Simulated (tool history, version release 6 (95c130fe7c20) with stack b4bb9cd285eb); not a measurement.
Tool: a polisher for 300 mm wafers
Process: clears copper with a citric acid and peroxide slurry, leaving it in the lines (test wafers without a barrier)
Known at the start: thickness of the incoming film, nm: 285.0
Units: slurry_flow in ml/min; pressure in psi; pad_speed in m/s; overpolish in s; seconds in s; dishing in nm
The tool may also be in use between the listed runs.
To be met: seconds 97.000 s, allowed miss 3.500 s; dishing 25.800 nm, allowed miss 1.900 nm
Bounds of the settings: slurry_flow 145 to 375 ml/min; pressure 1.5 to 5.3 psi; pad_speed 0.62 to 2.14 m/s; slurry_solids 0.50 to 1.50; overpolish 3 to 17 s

| run | hour | slurry_flow | pressure | pad_speed | slurry_solids | overpolish | seconds | dishing |
|---|---|---|---|---|---|---|---|---|
| 1 | 0.0 | 240 | 3.4 | 1.38 | 1.00 | 9 | 75.966 | 22.395 |
| 2 | 4.6 | 240 | 3.4 | 1.38 | 0.90 | 9 | 75.161 | 21.775 |
| 3 | 8.3 | 240 | 3.2 | 1.38 | 0.90 | 10 | 81.918 | 23.603 |
| 4 | 12.9 | 270 | 3.2 | 1.38 | 0.90 | 10 | 80.709 | 23.221 |
| 5 | 19.9 | 270 | 4.0 | 1.38 | 0.90 | 10 | 64.481 | 26.462 |
| 6 | 26.4 | 270 | 4.0 | 1.38 | 0.85 | 10 | 66.484 | 26.676 |
| 7 | 31.9 | 270 | 4.0 | 1.38 | 0.85 | 10 | 65.182 | 26.710 |
| 8 | 38.6 | 270 | 3.7 | 1.38 | 0.85 | 11 | 71.190 | 27.233 |
| 9 | 40.1 | 270 | 3.4 | 1.38 | 0.85 | 11 | 78.909 | 25.506 |
| 10 | 43.1 | 270 | 3.4 | 1.38 | 0.85 | 11 | 76.438 | 25.102 |
| 11 | 46.6 | 270 | 3.2 | 1.38 | 0.85 | 12 | 82.288 | 25.569 |

4 next moves are on the table. One of them brings every result within its allowed miss. Which?
| A | 50.1 | 260 | 3.3 | 1.54 | 0.85 | 11 | ? | ? |
| B | 50.1 | 240 | 3.6 | 1.34 | 0.50 | 15 | ? | ? |
| C | 50.1 | 290 | 3.2 | 1.32 | 0.70 | 13 | ? | ? |
| D | 50.1 | 265 | 3.0 | 1.28 | 0.80 | 14 | ? | ? |

| move | seconds | dishing |
|---|---|---|
| A | 72.005 | 26.357 |
| B | 87.002 | 28.883 |
| C | 89.685 | 25.330 |
| D | 95.754 | 25.434 |
A: further off than the last run
B: nearer than the last run, and not there yet
C: nearer than the last run, and not there yet
D: meets every target
Answer: D
